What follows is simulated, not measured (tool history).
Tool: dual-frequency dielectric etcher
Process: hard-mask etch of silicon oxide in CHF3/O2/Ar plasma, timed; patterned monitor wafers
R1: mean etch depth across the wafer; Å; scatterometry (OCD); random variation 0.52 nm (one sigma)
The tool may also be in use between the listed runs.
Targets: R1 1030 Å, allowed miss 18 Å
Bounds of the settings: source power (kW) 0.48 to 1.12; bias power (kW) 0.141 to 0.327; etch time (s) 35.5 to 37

Run 1, hour 0: source power (kW) 0.8, bias power (kW) 0.234, etch time (s) 35.5. Result: R1 904.66 Å.
Run 2, hour 5.1: source power (kW) 0.88, bias power (kW) 0.238, etch time (s) 35.5. Result: R1 947.59 Å.
Run 3, hour 7.2: source power (kW) 0.93, bias power (kW) 0.24, etch time (s) 35.5. Result: R1 956.57 Å.
Run 4, hour 9.9: source power (kW) 0.98, bias power (kW) 0.245, etch time (s) 35.5. Result: R1 971.63 Å.
Run 5, hour 12.4: source power (kW) 1.01, bias power (kW) 0.252, etch time (s) 35.5. Result: R1 998.74 Å.
Run 6, hour 13.5: source power (kW) 0.89, bias power (kW) 0.252, etch time (s) 35.5. Result: R1 957.6 Å.
Run 7, hour 20.9: source power (kW) 0.94, bias power (kW) 0.256, etch time (s) 35.5. Result: R1 970.32 Å.
Run 8, hour 26.5: source power (kW) 0.94, bias power (kW) 0.256, etch time (s) 35.5. Result: R1 978.42 Å.
Run 9, hour 27.7: source power (kW) 0.98, bias power (kW) 0.259, etch time (s) 35.5. Result: R1 996.39 Å.
Run 10, hour 31.7: source power (kW) 1, bias power (kW) 0.261, etch time (s) 35.5. Result: R1 995.13 Å.

Which of these 4 next moves meets every target?
Run A, hour 35.7: source power (kW) 1.05, bias power (kW) 0.278, etch time (s) 37. Result: R1 ?.
Run B, hour 35.7: source power (kW) 1.12, bias power (kW) 0.212, etch time (s) 35.5. Result: R1 ?.
Run C, hour 35.7: source power (kW) 1.03, bias power (kW) 0.225, etch time (s) 36. Result: R1 ?.
Run D, hour 35.7: source power (kW) 1.05, bias power (kW) 0.27, etch time (s) 35.5. Result: R1 ?.

move      R1
   A    1079
   B   982.4
   C  983.95
   D  1026.7
A: takes the result that was furthest off past its target
B: further off than the last run
C: further off than the last run
D: meets every target
The right move is D.

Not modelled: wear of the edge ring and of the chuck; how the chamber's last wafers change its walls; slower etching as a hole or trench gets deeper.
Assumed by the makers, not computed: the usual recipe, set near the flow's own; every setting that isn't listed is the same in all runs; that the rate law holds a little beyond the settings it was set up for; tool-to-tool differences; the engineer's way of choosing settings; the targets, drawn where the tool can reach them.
